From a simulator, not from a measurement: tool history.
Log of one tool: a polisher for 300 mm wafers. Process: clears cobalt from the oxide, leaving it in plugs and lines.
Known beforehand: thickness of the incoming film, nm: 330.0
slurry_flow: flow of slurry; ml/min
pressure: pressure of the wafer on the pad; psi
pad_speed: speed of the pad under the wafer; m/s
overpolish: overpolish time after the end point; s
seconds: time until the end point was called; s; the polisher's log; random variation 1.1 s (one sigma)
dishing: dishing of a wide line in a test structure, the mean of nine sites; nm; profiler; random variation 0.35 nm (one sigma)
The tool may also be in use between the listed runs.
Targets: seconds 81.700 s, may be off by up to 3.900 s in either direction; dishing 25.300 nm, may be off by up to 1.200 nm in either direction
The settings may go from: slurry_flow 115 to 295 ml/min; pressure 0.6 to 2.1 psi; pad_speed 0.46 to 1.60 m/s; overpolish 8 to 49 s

run    day  slurry_flow  pressure  pad_speed  overpolish  seconds  dishing
  1  0.000          190       1.3       1.02          25   83.233   49.544
  2  0.062          190       1.6       1.02          25   69.761   52.935
  3  0.150          235       1.6       1.02          25   67.440   54.821
  4  0.383          235       1.6       0.88          25   75.861   50.927
  5  0.592          255       1.6       0.88          25   78.962   50.644
  6  0.808          255       1.6       0.88          29   79.281   52.387
  7  1.038          255       1.6       0.88          29   77.718   53.220
  8  1.367          230       1.7       0.80          25   82.324   51.101
  9  1.696          245       1.5       0.88          22   83.709   45.745
 10  1.967          295       1.1       1.16          10   81.884   29.992
 11  2.012          295       0.7       1.44           8  107.700   21.159
 12  2.321          295       0.8       1.44           8   92.686   22.802
 13  2.608          295       0.9       1.44           9   84.571   27.051
 14  2.967          295       0.9       1.48           9   80.063   28.379
 15  3.204          295       1.2       1.22           8   72.853   27.146
 16  3.250          295       1.2       1.04           8   86.852   24.085

Pick the move, out of 4, that brings all results within their allowed miss; only one does.
  A  3.296          295       1.1       1.22           8        ?        ?
  B  3.296          295       1.6       0.92           8        ?        ?
  C  3.296          295       1.3       1.18           8        ?        ?
  D  3.296          295       1.1       1.04          10        ?        ?

move  seconds  dishing
   A   79.733   25.573
   B   72.902   27.321
   C   70.074   28.114
   D   93.127   26.930
A: all results in spec
B: carries the result that was furthest off beyond its target, to the other side
C: carries the result that was furthest off beyond its target, to the other side
D: moves away from the targets compared with the last run
Go with A: it meets all targets.
